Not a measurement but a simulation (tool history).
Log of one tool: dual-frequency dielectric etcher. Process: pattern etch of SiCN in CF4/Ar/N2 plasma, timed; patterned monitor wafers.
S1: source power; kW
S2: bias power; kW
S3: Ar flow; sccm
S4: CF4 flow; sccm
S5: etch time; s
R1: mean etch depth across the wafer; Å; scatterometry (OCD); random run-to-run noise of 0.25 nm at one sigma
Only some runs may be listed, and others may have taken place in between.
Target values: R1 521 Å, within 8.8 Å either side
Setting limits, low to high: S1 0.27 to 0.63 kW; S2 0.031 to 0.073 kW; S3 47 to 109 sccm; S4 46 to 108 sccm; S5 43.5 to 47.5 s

Run 1, day 0: S1 0.45 kW, S2 0.052 kW, S3 78 sccm, S4 77 sccm, S5 47.5 s. Result: R1 418.01 Å.
Run 2, day 0.308: S1 0.46 kW, S2 0.052 kW, S3 78 sccm, S4 77 sccm, S5 47.5 s. Result: R1 422.7 Å.
Run 3, day 0.383: S1 0.47 kW, S2 0.052 kW, S3 78 sccm, S4 77 sccm, S5 47.5 s. Result: R1 428.87 Å.
Run 4, day 0.425: S1 0.48 kW, S2 0.052 kW, S3 78 sccm, S4 77 sccm, S5 47.5 s. Result: R1 437.04 Å.
Run 5, day 0.608: S1 0.48 kW, S2 0.048 kW, S3 78 sccm, S4 77 sccm, S5 47.5 s. Result: R1 424.55 Å.
Run 6, day 0.717: S1 0.49 kW, S2 0.048 kW, S3 78 sccm, S4 77 sccm, S5 47.5 s. Result: R1 429.95 Å.
Run 7, day 0.767: S1 0.5 kW, S2 0.048 kW, S3 78 sccm, S4 77 sccm, S5 47.5 s. Result: R1 441.68 Å.
Run 8, day 0.933: S1 0.59 kW, S2 0.049 kW, S3 78 sccm, S4 77 sccm, S5 47.5 s. Result: R1 506.51 Å.
Run 9, day 1.012: S1 0.6 kW, S2 0.049 kW, S3 78 sccm, S4 77 sccm, S5 47.5 s. Result: R1 507.74 Å.

5 candidate next runs follow, results not yet known. Just one meets every target within its allowed miss. Identify it.
Run A, day 1.092: S1 0.58 kW, S2 0.054 kW, S3 74 sccm, S4 64 sccm, S5 47.5 s. Result: R1 ?.
Run B, day 1.092: S1 0.59 kW, S2 0.052 kW, S3 87 sccm, S4 78 sccm, S5 46 s. Result: R1 ?.
Run C, day 1.092: S1 0.58 kW, S2 0.059 kW, S3 75 sccm, S4 81 sccm, S5 46 s. Result: R1 ?.
Run D, day 1.092: S1 0.58 kW, S2 0.047 kW, S3 90 sccm, S4 78 sccm, S5 47.5 s. Result: R1 ?.
Run E, day 1.092: S1 0.57 kW, S2 0.043 kW, S3 47 sccm, S4 74 sccm, S5 47.5 s. Result: R1 ?.

move      R1
   A  500.03
   B  492.02
   C  519.65
   D  481.11
   E  489.26
A: moves away from the targets compared with the last run
B: moves away from the targets compared with the last run
C: every result within its allowed miss
D: moves away from the targets compared with the last run
E: moves away from the targets compared with the last run
The right move is C.
